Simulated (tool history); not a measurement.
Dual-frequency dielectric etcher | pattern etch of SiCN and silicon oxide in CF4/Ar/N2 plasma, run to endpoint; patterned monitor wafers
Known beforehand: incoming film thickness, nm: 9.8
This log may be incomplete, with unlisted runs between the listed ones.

run	hour	source power (kW)	bias power (kW)	Ar flow (sccm)	CF4 flow (sccm)	endpoint time (s)
1	0	0.59	0.084	103	57	8.5838
2	2	0.53	0.08	104	57	9.8663
3	4.9	0.49	0.08	104	57	10.649
4	9.5	0.49	0.08	87	57	10.229
5	13.3	0.49	0.086	87	57	10.037
6	21.2	0.49	0.1	87	57	9.5893
7	25.7	0.45	0.096	88	57	10.641

For run 8, what comes out?
8	28.4	0.42	0.095	88	57	?

endpoint time (s): 11.512
